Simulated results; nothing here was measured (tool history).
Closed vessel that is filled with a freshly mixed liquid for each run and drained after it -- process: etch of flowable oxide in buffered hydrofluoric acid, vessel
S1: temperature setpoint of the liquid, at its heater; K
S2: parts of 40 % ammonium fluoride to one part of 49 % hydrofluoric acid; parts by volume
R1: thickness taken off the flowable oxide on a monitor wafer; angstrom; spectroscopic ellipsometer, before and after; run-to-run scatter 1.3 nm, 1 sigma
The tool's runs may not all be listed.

{"run": 1, "hour": 0.0, "S1": 297.15, "S2": 20.5, "time in the liquid (s)": 105, "R1": 1139.2}
{"run": 2, "hour": 5.6, "S1": 299.65, "S2": 18.0, "time in the liquid (s)": 105, "R1": 1473.9}
{"run": 3, "hour": 7.6, "S1": 298.15, "S2": 18.0, "time in the liquid (s)": 105, "R1": 1358.4}
{"run": 4, "hour": 14.8, "S1": 298.15, "S2": 14.0, "time in the liquid (s)": 105, "R1": 1744.7}
{"run": 5, "hour": 20.8, "S1": 298.15, "S2": 14.0, "time in the liquid (s)": 105, "R1": 1768.5}
{"run": 6, "hour": 29.0, "S1": 300.15, "S2": 14.0, "time in the liquid (s)": 105, "R1": 1948.5}

Predict the results of run 7:
{"run": 7, "hour": 30.5, "S1": 301.15, "S2": 14.0, "time in the liquid (s)": 105, "R1": "?"}

{"run 7": {"R1": 2055.4}}
